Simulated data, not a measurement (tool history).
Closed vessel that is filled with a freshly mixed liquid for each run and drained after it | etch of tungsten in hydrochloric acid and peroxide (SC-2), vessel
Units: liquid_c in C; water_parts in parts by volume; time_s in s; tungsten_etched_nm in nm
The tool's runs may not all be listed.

{"run": 1, "hour": 0.0, "liquid_c": 48, "water_parts": 10.5, "time_s": 95, "tungsten_etched_nm": 30.35}
{"run": 2, "hour": 8.8, "liquid_c": 48, "water_parts": 10.5, "time_s": 100, "tungsten_etched_nm": 31.693}
{"run": 3, "hour": 12.0, "liquid_c": 45.5, "water_parts": 10.5, "time_s": 100, "tungsten_etched_nm": 26.866}
{"run": 4, "hour": 18.8, "liquid_c": 45.5, "water_parts": 14, "time_s": 100, "tungsten_etched_nm": 21.147}
{"run": 5, "hour": 19.6, "liquid_c": 45.5, "water_parts": 14, "time_s": 95, "tungsten_etched_nm": 19.857}
{"run": 6, "hour": 21.4, "liquid_c": 42, "water_parts": 14, "time_s": 95, "tungsten_etched_nm": 15.439}
{"run": 7, "hour": 25.3, "liquid_c": 40.5, "water_parts": 14, "time_s": 95, "tungsten_etched_nm": 13.925}
{"run": 8, "hour": 27.3, "liquid_c": 39.5, "water_parts": 14, "time_s": 95, "tungsten_etched_nm": 13.034}
{"run": 9, "hour": 34.5, "liquid_c": 38.5, "water_parts": 14, "time_s": 95, "tungsten_etched_nm": 12.196}
{"run": 10, "hour": 40.6, "liquid_c": 37.5, "water_parts": 14, "time_s": 95, "tungsten_etched_nm": 11.185}
{"run": 11, "hour": 43.7, "liquid_c": 37, "water_parts": 14, "time_s": 95, "tungsten_etched_nm": 10.822}

Forecast run 12:
{"hour": 50.1, "done": "new drum of peroxide connected"}
{"run": 12, "hour": 50.1, "liquid_c": 36.5, "water_parts": 14, "time_s": 95, "tungsten_etched_nm": "?"}

{"run 12": {"tungsten_etched_nm": 11.082}}

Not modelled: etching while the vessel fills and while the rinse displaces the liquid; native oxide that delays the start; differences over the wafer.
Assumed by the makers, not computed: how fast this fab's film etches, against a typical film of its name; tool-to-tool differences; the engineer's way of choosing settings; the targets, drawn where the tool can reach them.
